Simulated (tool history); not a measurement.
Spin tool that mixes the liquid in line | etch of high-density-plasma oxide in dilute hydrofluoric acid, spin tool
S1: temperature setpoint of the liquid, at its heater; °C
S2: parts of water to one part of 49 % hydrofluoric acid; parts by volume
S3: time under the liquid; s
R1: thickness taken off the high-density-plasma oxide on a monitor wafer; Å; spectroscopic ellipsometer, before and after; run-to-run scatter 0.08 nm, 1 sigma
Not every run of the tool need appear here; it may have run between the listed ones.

run,hour,S1,S2,S3,R1
1,0.0,24.0,75,105,79.482
2,7.3,24.0,75,115,86.832
3,14.9,24.0,100,115,63.347
4,22.4,27.0,100,115,71.675
5,29.7,28.5,95,115,79.594
6,37.5,29.5,90,115,87.793
7,38.7,29.5,90,115,88.187
8,46.5,30.0,90,115,89.744
9,47.9,30.0,90,115,89.516

Expected results for the next run?
10,56.7,30.5,90,115,?

Run 10 measured R1 92.500 Å.
